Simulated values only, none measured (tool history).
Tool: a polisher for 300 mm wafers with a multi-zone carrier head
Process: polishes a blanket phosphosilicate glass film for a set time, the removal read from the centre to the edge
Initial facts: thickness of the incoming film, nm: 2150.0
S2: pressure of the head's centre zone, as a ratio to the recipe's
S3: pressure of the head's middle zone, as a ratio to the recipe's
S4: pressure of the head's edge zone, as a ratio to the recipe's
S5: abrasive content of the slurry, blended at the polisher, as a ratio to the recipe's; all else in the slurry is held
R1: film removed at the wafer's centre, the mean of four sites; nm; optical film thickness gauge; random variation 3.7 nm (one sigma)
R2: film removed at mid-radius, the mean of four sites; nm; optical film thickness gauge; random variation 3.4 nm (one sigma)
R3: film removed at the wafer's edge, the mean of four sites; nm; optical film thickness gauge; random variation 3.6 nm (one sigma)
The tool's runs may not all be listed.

Run 1, hour 0: flow of slurry (ml/min) 280, S2 1, S3 1, S4 1, S5 1, polishing time (s) 44. Result: R1 660.35 nm, R2 694.01 nm, R3 655.46 nm.
Run 2, hour 4.4: flow of slurry (ml/min) 280, S2 0.99, S3 0.99, S4 0.98, S5 0.95, polishing time (s) 43. Result: R1 617.22 nm, R2 645.89 nm, R3 617.8 nm.
Run 3, hour 11.4: flow of slurry (ml/min) 305, S2 0.99, S3 0.99, S4 0.98, S5 0.95, polishing time (s) 43. Result: R1 629.21 nm, R2 654.88 nm, R3 610.81 nm.
Run 4, hour 20.3: flow of slurry (ml/min) 315, S2 0.97, S3 0.97, S4 0.96, S5 0.9, polishing time (s) 43. Result: R1 583.34 nm, R2 625.99 nm, R3 597.31 nm.
Run 5, hour 21.9: flow of slurry (ml/min) 315, S2 0.97, S3 0.97, S4 0.9, S5 0.9, polishing time (s) 43. Result: R1 594.37 nm, R2 619.42 nm, R3 573.66 nm.
Run 6, hour 27.2: flow of slurry (ml/min) 315, S2 0.97, S3 0.97, S4 0.9, S5 0.9, polishing time (s) 39. Result: R1 540.34 nm, R2 568.94 nm, R3 517.05 nm.

The next listed run, before its measurement:
Run 7, hour 36.1: flow of slurry (ml/min) 320, S2 0.97, S3 0.96, S4 0.89, S5 0.85, polishing time (s) 39. Result: R1 ?, R2 ?, R3 ?.

{"run 7": {"R1": 520.12, "R2": 542.56, "R3": 499.12}}
